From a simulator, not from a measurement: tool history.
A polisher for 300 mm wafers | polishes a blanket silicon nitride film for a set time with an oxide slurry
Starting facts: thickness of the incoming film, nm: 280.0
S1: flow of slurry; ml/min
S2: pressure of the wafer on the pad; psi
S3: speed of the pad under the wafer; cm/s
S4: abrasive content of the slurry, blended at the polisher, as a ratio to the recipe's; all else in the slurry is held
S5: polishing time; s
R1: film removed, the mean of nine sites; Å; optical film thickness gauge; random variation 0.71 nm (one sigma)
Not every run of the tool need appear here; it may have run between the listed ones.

{"run": 1, "hour": 0.0, "S1": 300, "S2": 4.2, "S3": 84, "S4": 1.0, "S5": 80, "R1": 626.15}
{"run": 2, "hour": 4.5, "S1": 300, "S2": 4.2, "S3": 84, "S4": 1.0, "S5": 84, "R1": 676.99}
{"run": 3, "hour": 6.8, "S1": 300, "S2": 4.2, "S3": 84, "S4": 1.15, "S5": 84, "R1": 723.72}
{"run": 4, "hour": 10.7, "S1": 300, "S2": 4.2, "S3": 66, "S4": 1.15, "S5": 84, "R1": 618.56}
{"run": 5, "hour": 14.9, "S1": 300, "S2": 4.6, "S3": 66, "S4": 1.15, "S5": 84, "R1": 670.15}
{"run": 6, "hour": 21.0, "S1": 300, "S2": 5.5, "S3": 66, "S4": 1.15, "S5": 84, "R1": 797.41}
{"run": 7, "hour": 29.5, "S1": 300, "S2": 5.7, "S3": 66, "S4": 1.15, "S5": 84, "R1": 812.1}

The next listed run, before its measurement:
{"run": 8, "hour": 35.5, "S1": 300, "S2": 5.9, "S3": 66, "S4": 1.15, "S5": 84, "R1": "?"}

R1: 832.70 Å
